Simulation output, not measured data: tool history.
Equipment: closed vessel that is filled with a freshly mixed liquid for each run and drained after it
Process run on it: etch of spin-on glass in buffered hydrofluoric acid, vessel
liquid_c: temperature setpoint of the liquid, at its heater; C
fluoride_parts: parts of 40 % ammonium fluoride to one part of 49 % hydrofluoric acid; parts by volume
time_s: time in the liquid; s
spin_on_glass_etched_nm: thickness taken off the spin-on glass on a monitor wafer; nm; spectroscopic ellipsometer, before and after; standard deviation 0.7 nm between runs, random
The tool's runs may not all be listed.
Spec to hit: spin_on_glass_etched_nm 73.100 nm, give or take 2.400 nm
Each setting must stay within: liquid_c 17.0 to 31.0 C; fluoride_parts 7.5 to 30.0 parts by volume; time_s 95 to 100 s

{"run": 1, "day": 0.0, "liquid_c": 23.0, "fluoride_parts": 20.5, "time_s": 95, "spin_on_glass_etched_nm": 91.8}
{"run": 2, "day": 0.321, "liquid_c": 23.0, "fluoride_parts": 20.5, "time_s": 95, "spin_on_glass_etched_nm": 93.093}
{"run": 3, "day": 0.571, "liquid_c": 23.0, "fluoride_parts": 15.5, "time_s": 95, "spin_on_glass_etched_nm": 121.71}
{"run": 4, "day": 0.904, "liquid_c": 20.0, "fluoride_parts": 15.5, "time_s": 95, "spin_on_glass_etched_nm": 103.36}
{"run": 5, "day": 1.262, "liquid_c": 20.0, "fluoride_parts": 15.5, "time_s": 95, "spin_on_glass_etched_nm": 103.4}
{"run": 6, "day": 1.633, "liquid_c": 20.0, "fluoride_parts": 15.5, "time_s": 100, "spin_on_glass_etched_nm": 109.4}
{"run": 7, "day": 1.829, "liquid_c": 19.5, "fluoride_parts": 16.5, "time_s": 100, "spin_on_glass_etched_nm": 97.412}
{"run": 8, "day": 2.042, "liquid_c": 19.0, "fluoride_parts": 17.0, "time_s": 100, "spin_on_glass_etched_nm": 93.11}
{"run": 9, "day": 2.25, "liquid_c": 18.5, "fluoride_parts": 17.5, "time_s": 100, "spin_on_glass_etched_nm": 88.148}
{"run": 10, "day": 2.562, "liquid_c": 18.0, "fluoride_parts": 18.0, "time_s": 100, "spin_on_glass_etched_nm": 83.069}

Of the 5 settings listed for the next run, only one would bring every result within its allowed miss of target. Which one?
{"run": "A", "day": 2.875, "liquid_c": 17.0, "fluoride_parts": 21.5, "time_s": 100, "spin_on_glass_etched_nm": "?"}
{"run": "B", "day": 2.875, "liquid_c": 17.5, "fluoride_parts": 17.0, "time_s": 100, "spin_on_glass_etched_nm": "?"}
{"run": "C", "day": 2.875, "liquid_c": 17.5, "fluoride_parts": 20.0, "time_s": 100, "spin_on_glass_etched_nm": "?"}
{"run": "D", "day": 2.875, "liquid_c": 18.5, "fluoride_parts": 18.5, "time_s": 95, "spin_on_glass_etched_nm": "?"}
{"run": "E", "day": 2.875, "liquid_c": 17.0, "fluoride_parts": 17.0, "time_s": 95, "spin_on_glass_etched_nm": "?"}

move=A spin_on_glass_etched_nm=67.752
move=B spin_on_glass_etched_nm=86.057
move=C spin_on_glass_etched_nm=73.288
move=D spin_on_glass_etched_nm=79.605
move=E spin_on_glass_etched_nm=79.451
A: takes the biggest miss from the last run beyond its target
B: the biggest miss grows against the last run
C: all results in spec
D: closer than the last run, but not yet in spec
E: closer than the last run, but not yet in spec
C meets every target.

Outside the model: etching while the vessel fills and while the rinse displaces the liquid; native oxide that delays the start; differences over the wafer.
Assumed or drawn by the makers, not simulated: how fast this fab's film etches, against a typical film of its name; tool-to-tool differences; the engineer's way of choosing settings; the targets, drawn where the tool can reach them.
